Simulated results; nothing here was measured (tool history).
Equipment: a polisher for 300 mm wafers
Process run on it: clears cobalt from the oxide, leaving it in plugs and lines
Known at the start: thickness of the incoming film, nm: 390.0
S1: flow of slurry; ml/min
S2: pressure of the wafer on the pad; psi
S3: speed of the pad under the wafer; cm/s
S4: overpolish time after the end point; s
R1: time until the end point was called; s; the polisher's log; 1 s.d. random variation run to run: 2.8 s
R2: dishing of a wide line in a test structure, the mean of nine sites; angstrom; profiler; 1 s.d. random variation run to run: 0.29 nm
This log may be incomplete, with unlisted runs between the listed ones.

Run 1, hour 0.0: S1 315 ml/min, S2 1.2 psi, S3 82 cm/s, S4 8 s. Result: R1 176.48 s, R2 147.06 angstrom.
Run 2, hour 7.3: S1 235 ml/min, S2 1.2 psi, S3 82 cm/s, S4 8 s. Result: R1 186.41 s, R2 148.58 angstrom.
Run 3, hour 10.0: S1 275 ml/min, S2 1.2 psi, S3 82 cm/s, S4 8 s. Result: R1 177.11 s, R2 147.22 angstrom.
Run 4, hour 11.7: S1 265 ml/min, S2 1.2 psi, S3 82 cm/s, S4 9 s. Result: R1 179.37 s, R2 162.21 angstrom.
Run 5, hour 18.7: S1 230 ml/min, S2 1.2 psi, S3 82 cm/s, S4 9 s. Result: R1 185.89 s, R2 163.75 angstrom.
Run 6, hour 24.6: S1 225 ml/min, S2 1.2 psi, S3 82 cm/s, S4 10 s. Result: R1 187.46 s, R2 172.68 angstrom.
Run 7, hour 30.7: S1 220 ml/min, S2 1.2 psi, S3 82 cm/s, S4 11 s. Result: R1 184.98 s, R2 191.45 angstrom.
Run 8, hour 36.8: S1 215 ml/min, S2 1.2 psi, S3 82 cm/s, S4 12 s. Result: R1 185.33 s, R2 202.59 angstrom.

Run 9 has not been measured yet. What should we expect?
Run 9, hour 42.4: S1 210 ml/min, S2 1.2 psi, S3 82 cm/s, S4 12 s. Result: R1 ?, R2 ?.

R1: 184.21 s
R2: 201.57 angstrom

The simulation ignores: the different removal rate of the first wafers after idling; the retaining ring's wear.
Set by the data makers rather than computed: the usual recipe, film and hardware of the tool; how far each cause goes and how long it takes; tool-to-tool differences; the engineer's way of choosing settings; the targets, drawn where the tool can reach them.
